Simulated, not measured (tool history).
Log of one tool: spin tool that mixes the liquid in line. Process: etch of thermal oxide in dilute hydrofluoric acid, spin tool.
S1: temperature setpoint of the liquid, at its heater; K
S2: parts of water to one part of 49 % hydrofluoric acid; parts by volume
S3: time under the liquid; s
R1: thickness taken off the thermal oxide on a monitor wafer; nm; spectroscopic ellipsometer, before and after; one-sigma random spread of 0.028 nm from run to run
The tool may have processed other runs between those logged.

run,day,S1,S2,S3,R1
1,0.000,294.15,55,35,2.8707
2,0.171,294.15,40,35,4.0444
3,0.262,293.15,40,35,3.9166
4,0.592,292.65,40,35,3.8374
5,0.962,292.65,40,35,3.8292
6,1.246,292.65,35,35,4.4042
7,1.546,292.15,35,35,4.3419
8,1.833,291.65,35,35,4.2265

Run 9 has not been measured yet. What should we expect?
9,2.046,291.15,35,35,?

{"run 9": {"R1": 4.0573}}
